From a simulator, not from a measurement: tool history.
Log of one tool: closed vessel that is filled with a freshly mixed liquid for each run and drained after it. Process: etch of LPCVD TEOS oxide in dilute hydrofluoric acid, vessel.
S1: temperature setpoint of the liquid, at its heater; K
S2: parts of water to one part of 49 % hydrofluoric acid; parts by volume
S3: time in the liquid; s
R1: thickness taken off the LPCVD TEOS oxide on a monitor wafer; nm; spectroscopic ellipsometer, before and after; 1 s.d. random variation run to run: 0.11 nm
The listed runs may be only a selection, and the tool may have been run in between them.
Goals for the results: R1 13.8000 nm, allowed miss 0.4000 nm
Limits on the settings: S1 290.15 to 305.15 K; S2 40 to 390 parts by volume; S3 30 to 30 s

{"run": 1, "hour": 0.0, "S1": 297.15, "S2": 215, "S3": 30, "R1": 6.7952}
{"run": 2, "hour": 7.2, "S1": 299.65, "S2": 215, "S3": 30, "R1": 7.6037}
{"run": 3, "hour": 14.1, "S1": 299.65, "S2": 280, "S3": 30, "R1": 5.3563}
{"run": 4, "hour": 15.6, "S1": 301.15, "S2": 240, "S3": 30, "R1": 6.8059}
{"run": 5, "hour": 20.8, "S1": 302.15, "S2": 205, "S3": 30, "R1": 8.6496}
{"run": 6, "hour": 24.1, "S1": 305.15, "S2": 205, "S3": 30, "R1": 9.5796}
{"run": 7, "hour": 30.4, "S1": 305.15, "S2": 185, "S3": 30, "R1": 10.989}
{"run": 8, "hour": 36.5, "S1": 305.15, "S2": 175, "S3": 30, "R1": 11.676}
{"run": 9, "hour": 39.2, "S1": 305.15, "S2": 165, "S3": 30, "R1": 12.831}
{"run": 10, "hour": 44.9, "S1": 305.15, "S2": 160, "S3": 30, "R1": 13.045}

Pick the move, out of 4, that brings all results within their allowed miss; only one does.
{"run": "A", "hour": 50.6, "S1": 305.15, "S2": 175, "S3": 30, "R1": "?"}
{"run": "B", "hour": 50.6, "S1": 305.15, "S2": 155, "S3": 30, "R1": "?"}
{"run": "C", "hour": 50.6, "S1": 304.65, "S2": 160, "S3": 30, "R1": "?"}
{"run": "D", "hour": 50.6, "S1": 303.65, "S2": 165, "S3": 30, "R1": "?"}

move=A R1=11.6450
move=B R1=13.5050
move=C R1=12.7690
move=D R1=11.8750
A: the biggest miss grows against the last run
B: every result lands within tolerance
C: the biggest miss grows against the last run
D: the biggest miss grows against the last run
The move that meets every target is B.
